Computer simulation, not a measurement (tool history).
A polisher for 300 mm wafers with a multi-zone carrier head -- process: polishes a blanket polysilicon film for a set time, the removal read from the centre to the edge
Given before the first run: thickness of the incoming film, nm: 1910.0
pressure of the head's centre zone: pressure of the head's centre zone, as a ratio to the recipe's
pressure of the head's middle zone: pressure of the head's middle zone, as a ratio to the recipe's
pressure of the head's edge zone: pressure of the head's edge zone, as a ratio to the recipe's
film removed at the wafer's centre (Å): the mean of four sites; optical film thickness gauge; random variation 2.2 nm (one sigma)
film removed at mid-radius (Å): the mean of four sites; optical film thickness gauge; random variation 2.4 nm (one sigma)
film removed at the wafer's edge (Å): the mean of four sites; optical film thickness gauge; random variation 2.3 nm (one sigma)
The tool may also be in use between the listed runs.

| run | hour | flow of slurry (ml/min) | pressure of the head's centre zone | pressure of the head's middle zone | pressure of the head's edge zone | polishing time (s) | film removed at the wafer's centre (Å) | film removed at mid-radius (Å) | film removed at the wafer's edge (Å) |
|---|---|---|---|---|---|---|---|---|---|
| 1 | 0.0 | 160 | 1.00 | 1.00 | 1.00 | 43 | 2801.4 | 2853.4 | 2795.1 |
| 2 | 2.7 | 160 | 1.00 | 0.96 | 1.00 | 43 | 2806.7 | 2628.6 | 2770.8 |
| 3 | 9.0 | 160 | 0.93 | 0.96 | 1.00 | 43 | 2648.9 | 2723.9 | 2801.3 |
| 4 | 10.4 | 135 | 0.93 | 0.96 | 1.00 | 43 | 2508.0 | 2564.3 | 2758.3 |
| 5 | 15.9 | 135 | 0.94 | 0.94 | 0.98 | 42 | 2542.4 | 2446.8 | 2641.8 |
| 6 | 21.2 | 130 | 0.94 | 0.93 | 0.97 | 41 | 2405.4 | 2382.1 | 2503.1 |
| 7 | 26.2 | 125 | 0.95 | 0.91 | 0.97 | 40 | 2321.3 | 2212.6 | 2440.3 |

What does the tool deliver on the next run?
| 8 | 31.3 | 120 | 0.96 | 0.90 | 0.96 | 40 | ? | ? | ? |

Run 8 produced film removed at the wafer's centre (Å) 2295.8, film removed at mid-radius (Å) 2292.1, film removed at the wafer's edge (Å) 2450.6.

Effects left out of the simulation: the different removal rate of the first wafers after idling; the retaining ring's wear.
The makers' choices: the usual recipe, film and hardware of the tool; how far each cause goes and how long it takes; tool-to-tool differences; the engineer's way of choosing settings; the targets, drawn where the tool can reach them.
